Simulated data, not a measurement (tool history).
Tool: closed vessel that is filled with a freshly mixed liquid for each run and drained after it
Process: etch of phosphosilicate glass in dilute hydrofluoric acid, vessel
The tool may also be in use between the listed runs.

run,hour,temperature setpoint of the liquid (K),parts of water to one part of 49 % hydrofluoric acid (parts by volume),time in the liquid (s),thickness taken off the phosphosilicate glass on a monitor wafer (nm)
1,0.0,295.15,270,145,43.136
2,3.7,295.15,220,145,55.368
3,12.0,296.65,210,145,61.995
4,17.1,296.65,120,145,119.490
5,25.4,296.65,120,145,119.560
6,30.4,293.15,120,145,103.990
7,32.0,292.65,120,145,101.960
8,38.5,290.15,130,145,83.972

Forecast run 9:
9,42.0,290.65,130,145,?

{"run 9": {"thickness taken off the phosphosilicate glass on a monitor wafer (nm)": 86.329}}
